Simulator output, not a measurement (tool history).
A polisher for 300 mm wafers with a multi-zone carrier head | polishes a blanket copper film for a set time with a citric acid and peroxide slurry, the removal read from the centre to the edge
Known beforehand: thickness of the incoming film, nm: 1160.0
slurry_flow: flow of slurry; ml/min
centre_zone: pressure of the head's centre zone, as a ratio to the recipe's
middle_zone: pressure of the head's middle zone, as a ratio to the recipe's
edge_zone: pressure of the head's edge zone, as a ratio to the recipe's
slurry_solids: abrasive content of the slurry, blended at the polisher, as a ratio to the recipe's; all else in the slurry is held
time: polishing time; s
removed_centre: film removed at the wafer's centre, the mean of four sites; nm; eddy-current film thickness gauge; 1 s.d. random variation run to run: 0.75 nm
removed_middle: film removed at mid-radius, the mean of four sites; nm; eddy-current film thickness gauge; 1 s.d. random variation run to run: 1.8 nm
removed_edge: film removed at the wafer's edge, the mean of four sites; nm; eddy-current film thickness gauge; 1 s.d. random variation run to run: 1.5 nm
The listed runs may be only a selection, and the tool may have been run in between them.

run	hour	slurry_flow	centre_zone	middle_zone	edge_zone	slurry_solids	time	removed_centre	removed_middle	removed_edge
1	0.0	280	1.00	1.00	1.00	1.00	35	91.370	92.740	94.742
2	3.7	280	0.96	1.00	1.00	1.00	35	88.132	92.794	92.719
3	10.1	290	0.96	1.04	1.00	1.10	35	90.231	98.422	93.147
4	11.6	290	0.96	1.04	0.92	1.10	35	91.277	98.716	88.675
5	13.9	290	0.96	1.04	0.88	1.10	35	90.442	98.679	90.222
6	20.5	275	0.95	1.05	0.89	1.20	36	92.943	105.740	96.020
7	26.3	320	1.03	1.15	0.99	1.45	36	109.160	118.840	106.100
8	35.3	320	1.02	1.16	0.98	1.45	36	108.120	121.210	108.440

Run 9 is up next; what results do you expect?
9	42.9	320	1.01	1.17	0.97	1.45	36	?	?	?

Run 9 yielded removed_centre 107.210 nm, removed_middle 123.460 nm, removed_edge 106.000 nm.
